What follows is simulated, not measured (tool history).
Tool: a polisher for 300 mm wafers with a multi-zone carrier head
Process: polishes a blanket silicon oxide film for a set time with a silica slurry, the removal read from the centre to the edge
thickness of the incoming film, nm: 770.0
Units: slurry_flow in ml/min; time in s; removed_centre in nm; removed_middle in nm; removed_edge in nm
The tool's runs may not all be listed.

Run 1, hour 0: slurry_flow 135 ml/min, centre_zone 1, middle_zone 1, edge_zone 1, slurry_solids 1, time 62 s. Result: removed_centre 267.94 nm, removed_middle 273.11 nm, removed_edge 278.56 nm.
Run 2, hour 3.3: slurry_flow 135 ml/min, centre_zone 1, middle_zone 1, edge_zone 1, slurry_solids 1, time 71 s. Result: removed_centre 301.74 nm, removed_middle 317.33 nm, removed_edge 320.86 nm.
Run 3, hour 11.7: slurry_flow 135 ml/min, centre_zone 1, middle_zone 1, edge_zone 1.08, slurry_solids 1, time 71 s. Result: removed_centre 302.18 nm, removed_middle 320.03 nm, removed_edge 333.83 nm.
Run 4, hour 14.9: slurry_flow 135 ml/min, centre_zone 1, middle_zone 1, edge_zone 1.16, slurry_solids 1, time 71 s. Result: removed_centre 306.51 nm, removed_middle 327.39 nm, removed_edge 341.47 nm.
Run 5, hour 19.8: slurry_flow 135 ml/min, centre_zone 1.08, middle_zone 1, edge_zone 1.16, slurry_solids 1, time 71 s. Result: removed_centre 322.58 nm, removed_middle 316.99 nm, removed_edge 345.06 nm.
Run 6, hour 21.6: slurry_flow 135 ml/min, centre_zone 1.08, middle_zone 1, edge_zone 1.12, slurry_solids 0.9, time 71 s. Result: removed_centre 305.38 nm, removed_middle 295.03 nm, removed_edge 314.36 nm.
Run 7, hour 29.6: slurry_flow 130 ml/min, centre_zone 1.07, middle_zone 0.99, edge_zone 1.09, slurry_solids 0.85, time 71 s. Result: removed_centre 296.13 nm, removed_middle 283.44 nm, removed_edge 300.57 nm.
Run 8, hour 31.3: slurry_flow 125 ml/min, centre_zone 1.05, middle_zone 0.98, edge_zone 1.07, slurry_solids 0.8, time 71 s. Result: removed_centre 268.91 nm, removed_middle 264.45 nm, removed_edge 281.45 nm.
Run 9, hour 32.9: slurry_flow 95 ml/min, centre_zone 1.06, middle_zone 0.94, edge_zone 0.97, slurry_solids 0.8, time 71 s. Result: removed_centre 244.37 nm, removed_middle 234.64 nm, removed_edge 254.34 nm.

The next listed run, before its measurement:
Run 10, hour 38.2: slurry_flow 95 ml/min, centre_zone 1.06, middle_zone 0.94, edge_zone 0.96, slurry_solids 0.8, time 71 s. Result: removed_centre ?, removed_middle ?, removed_edge ?.

removed_centre: 248.47 nm
removed_middle: 237.03 nm
removed_edge: 254.31 nm

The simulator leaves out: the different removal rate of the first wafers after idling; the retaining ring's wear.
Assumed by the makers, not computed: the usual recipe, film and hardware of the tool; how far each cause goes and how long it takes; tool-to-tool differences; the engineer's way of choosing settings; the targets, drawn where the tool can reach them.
